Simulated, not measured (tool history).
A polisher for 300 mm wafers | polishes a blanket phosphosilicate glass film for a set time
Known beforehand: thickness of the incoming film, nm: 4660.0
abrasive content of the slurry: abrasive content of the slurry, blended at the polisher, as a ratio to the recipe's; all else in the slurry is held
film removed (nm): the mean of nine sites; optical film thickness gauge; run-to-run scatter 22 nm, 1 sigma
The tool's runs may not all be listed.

| run | hour | flow of slurry (ml/min) | pressure of the wafer on the pad (psi) | speed of the pad under the wafer (m/s) | abrasive content of the slurry | polishing time (s) | film removed (nm) |
|---|---|---|---|---|---|---|---|
| 1 | 0.0 | 295 | 3.0 | 1.18 | 1.0 | 101 | 965.73 |
| 2 | 3.2 | 295 | 3.1 | 1.18 | 1.0 | 101 | 986.85 |
| 3 | 9.2 | 295 | 3.2 | 1.18 | 1.0 | 101 | 992.74 |
| 4 | 15.8 | 295 | 3.2 | 1.42 | 1.0 | 101 | 1170.30 |
| 5 | 22.5 | 245 | 3.2 | 1.42 | 1.0 | 101 | 1172.10 |
| 6 | 26.8 | 245 | 3.3 | 1.42 | 1.0 | 101 | 1170.70 |
| 7 | 33.1 | 245 | 3.4 | 1.42 | 1.0 | 101 | 1198.90 |

Forecast run 8:
| 8 | 37.7 | 245 | 3.5 | 1.42 | 1.0 | 101 | ? |

Run 8 produced film removed (nm) 1243.20.
